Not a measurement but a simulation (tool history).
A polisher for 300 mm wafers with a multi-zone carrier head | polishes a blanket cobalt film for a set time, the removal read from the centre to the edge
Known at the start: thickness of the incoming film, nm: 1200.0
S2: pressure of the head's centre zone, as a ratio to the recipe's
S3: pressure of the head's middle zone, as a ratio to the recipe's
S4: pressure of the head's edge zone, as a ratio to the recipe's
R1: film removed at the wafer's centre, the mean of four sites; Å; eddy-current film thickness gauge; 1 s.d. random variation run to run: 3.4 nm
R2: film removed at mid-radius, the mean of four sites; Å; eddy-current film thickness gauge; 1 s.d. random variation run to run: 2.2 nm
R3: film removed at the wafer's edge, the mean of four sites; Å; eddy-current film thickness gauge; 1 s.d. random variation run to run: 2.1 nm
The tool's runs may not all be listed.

Run 1, day 0.000: flow of slurry (ml/min) 305, S2 1.00, S3 1.00, S4 1.00, polishing time (s) 86. Result: R1 3921.8 Å, R2 3716.3 Å, R3 3689.1 Å.
Run 2, day 0.233: flow of slurry (ml/min) 305, S2 1.00, S3 1.00, S4 1.05, polishing time (s) 86. Result: R1 3845.3 Å, R2 3679.7 Å, R3 3775.9 Å.
Run 3, day 0.562: flow of slurry (ml/min) 305, S2 1.00, S3 1.00, S4 1.05, polishing time (s) 97. Result: R1 4292.2 Å, R2 4155.5 Å, R3 4212.2 Å.
Run 4, day 0.658: flow of slurry (ml/min) 305, S2 1.00, S3 1.00, S4 1.01, polishing time (s) 97. Result: R1 4265.7 Å, R2 4128.0 Å, R3 4088.3 Å.
Run 5, day 0.871: flow of slurry (ml/min) 305, S2 1.00, S3 1.00, S4 1.05, polishing time (s) 97. Result: R1 4278.2 Å, R2 4059.3 Å, R3 4201.5 Å.
Run 6, day 1.004: flow of slurry (ml/min) 305, S2 1.00, S3 1.00, S4 1.08, polishing time (s) 97. Result: R1 4318.8 Å, R2 4124.8 Å, R3 4265.7 Å.
Run 7, day 1.225: flow of slurry (ml/min) 300, S2 1.00, S3 0.98, S4 1.07, polishing time (s) 90. Result: R1 4007.0 Å, R2 3752.3 Å, R3 3927.3 Å.
Run 8, day 1.450: flow of slurry (ml/min) 295, S2 0.99, S3 0.96, S4 1.06, polishing time (s) 84. Result: R1 3646.6 Å, R2 3442.0 Å, R3 3642.5 Å.
Run 9, day 1.521: flow of slurry (ml/min) 290, S2 0.99, S3 0.94, S4 1.05, polishing time (s) 79. Result: R1 3353.6 Å, R2 3222.1 Å, R3 3455.5 Å.
Run 10, day 1.617: flow of slurry (ml/min) 290, S2 1.00, S3 0.93, S4 1.04, polishing time (s) 74. Result: R1 3258.0 Å, R2 2889.1 Å, R3 3217.0 Å.
Run 11, day 1.896: flow of slurry (ml/min) 290, S2 1.00, S3 0.92, S4 1.02, polishing time (s) 71. Result: R1 3231.2 Å, R2 2800.1 Å, R3 3054.9 Å.
Run 12, day 2.250: flow of slurry (ml/min) 285, S2 0.99, S3 0.91, S4 1.01, polishing time (s) 68. Result: R1 2992.0 Å, R2 2681.7 Å, R3 2897.0 Å.
Run 13, day 2.354: flow of slurry (ml/min) 285, S2 0.99, S3 0.90, S4 1.00, polishing time (s) 66. Result: R1 2861.2 Å, R2 2531.0 Å, R3 2822.2 Å.
Run 14, day 2.692: flow of slurry (ml/min) 285, S2 0.99, S3 0.89, S4 0.98, polishing time (s) 65. Result: R1 2827.3 Å, R2 2506.1 Å, R3 2761.0 Å.
Run 15, day 2.729: flow of slurry (ml/min) 285, S2 0.99, S3 0.89, S4 0.98, polishing time (s) 65. Result: R1 2851.6 Å, R2 2518.8 Å, R3 2788.9 Å.
Run 16, day 2.983: flow of slurry (ml/min) 285, S2 0.99, S3 0.88, S4 0.97, polishing time (s) 63. Result: R1 2686.1 Å, R2 2388.3 Å, R3 2656.6 Å.
Run 17, day 3.308: flow of slurry (ml/min) 285, S2 0.99, S3 0.87, S4 0.96, polishing time (s) 62. Result: R1 2708.7 Å, R2 2338.7 Å, R3 2576.3 Å.
Run 18, day 3.462: flow of slurry (ml/min) 285, S2 0.99, S3 0.86, S4 0.95, polishing time (s) 61. Result: R1 2663.0 Å, R2 2229.0 Å, R3 2512.1 Å.
Run 19, day 3.692: flow of slurry (ml/min) 285, S2 0.98, S3 0.85, S4 0.94, polishing time (s) 61. Result: R1 2561.7 Å, R2 2240.9 Å, R3 2525.1 Å.
Run 20, day 4.012: flow of slurry (ml/min) 285, S2 0.98, S3 0.85, S4 0.94, polishing time (s) 61. Result: R1 2713.1 Å, R2 2301.8 Å, R3 2538.7 Å.

What will run 21 give?
Run 21, day 4.208: flow of slurry (ml/min) 280, S2 0.98, S3 0.85, S4 0.94, polishing time (s) 60. Result: R1 ?, R2 ?, R3 ?.

{"run 21": {"R1": 2497.8, "R2": 2231.4, "R3": 2506.0}}
